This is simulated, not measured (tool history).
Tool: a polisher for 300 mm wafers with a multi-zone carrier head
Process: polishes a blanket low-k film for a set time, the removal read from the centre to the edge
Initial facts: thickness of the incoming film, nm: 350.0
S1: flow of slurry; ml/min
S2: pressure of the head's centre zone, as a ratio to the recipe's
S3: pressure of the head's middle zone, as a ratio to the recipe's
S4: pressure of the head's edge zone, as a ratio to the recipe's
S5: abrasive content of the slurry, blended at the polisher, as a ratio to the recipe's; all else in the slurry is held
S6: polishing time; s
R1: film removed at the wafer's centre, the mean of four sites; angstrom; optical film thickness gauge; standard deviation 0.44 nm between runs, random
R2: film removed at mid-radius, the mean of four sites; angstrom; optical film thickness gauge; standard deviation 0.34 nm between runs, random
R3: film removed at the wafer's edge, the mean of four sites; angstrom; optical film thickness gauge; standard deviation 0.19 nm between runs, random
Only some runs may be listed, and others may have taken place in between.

run 1 hour=0 | S1=215 S2=1 S3=1 S4=1 S5=1 S6=75 | R1=176.24 R2=184.29 R3=173.95
run 2 hour=3.7 | S1=215 S2=1 S3=1 S4=1.06 S5=1 S6=75 | R1=177.38 R2=184.05 R3=178.11
run 3 hour=5 | S1=215 S2=1 S3=1 S4=1.06 S5=1 S6=90 | R1=212.31 R2=222.27 R3=212.74
run 4 hour=8.9 | S1=225 S2=1.04 S3=1.01 S4=1.08 S5=1.1 S6=90 | R1=230.61 R2=233.07 R3=228.96
run 5 hour=13.1 | S1=225 S2=1.04 S3=1.01 S4=1 S5=1.1 S6=90 | R1=232.82 R2=229.89 R3=216.78
run 6 hour=17.1 | S1=225 S2=1.04 S3=1.01 S4=1 S5=1.1 S6=99 | R1=251.86 R2=257.1 R3=238.76
run 7 hour=23.4 | S1=235 S2=1.08 S3=1.03 S4=1.03 S5=1.1 S6=99 | R1=260.37 R2=261.83 R3=243.72
run 8 hour=32.3 | S1=235 S2=1.08 S3=1.03 S4=1.03 S5=1.1 S6=99 | R1=264.31 R2=261.91 R3=244.49
run 9 hour=37.5 | S1=245 S2=1.11 S3=1.04 S4=1.05 S5=1.15 S6=99 | R1=278.57 R2=267.48 R3=252.61

Run 10 has not been measured yet. What should we expect?
run 10 hour=43.7 | S1=250 S2=1.13 S3=1.05 S4=1.07 S5=1.2 S6=99 | R1=? R2=? R3=?

Run 10 came out at R1 294 angstrom, R2 273.98 angstrom, R3 260.46 angstrom.

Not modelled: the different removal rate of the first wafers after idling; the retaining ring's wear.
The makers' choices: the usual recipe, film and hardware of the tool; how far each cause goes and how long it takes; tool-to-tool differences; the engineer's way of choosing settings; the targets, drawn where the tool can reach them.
